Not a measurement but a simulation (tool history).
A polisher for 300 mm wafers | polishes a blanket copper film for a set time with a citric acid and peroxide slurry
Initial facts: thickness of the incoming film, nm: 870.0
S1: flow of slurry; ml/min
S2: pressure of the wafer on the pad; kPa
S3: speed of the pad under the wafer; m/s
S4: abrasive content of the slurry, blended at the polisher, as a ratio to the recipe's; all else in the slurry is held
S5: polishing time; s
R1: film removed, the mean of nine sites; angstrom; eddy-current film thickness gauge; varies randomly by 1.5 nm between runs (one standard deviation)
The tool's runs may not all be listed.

run	hour	S1	S2	S3	S4	S5	R1
1	0	175	25.5	0.76	1	47	916.87
2	0.6	175	27.6	0.76	1	47	980.85
3	7.4	175	30.3	0.76	1	47	1068.8
4	8.2	175	31.7	0.76	1	47	1113.7
5	16.8	175	31.7	0.64	1	47	944.56
6	20.9	210	31.7	0.64	1	47	980.51
7	27.1	210	33.8	0.64	1	47	1034.1

Run 8 is up next; what results do you expect?
8	31.3	210	35.2	0.66	1	47	?

{"run 8": {"R1": 1105.5}}

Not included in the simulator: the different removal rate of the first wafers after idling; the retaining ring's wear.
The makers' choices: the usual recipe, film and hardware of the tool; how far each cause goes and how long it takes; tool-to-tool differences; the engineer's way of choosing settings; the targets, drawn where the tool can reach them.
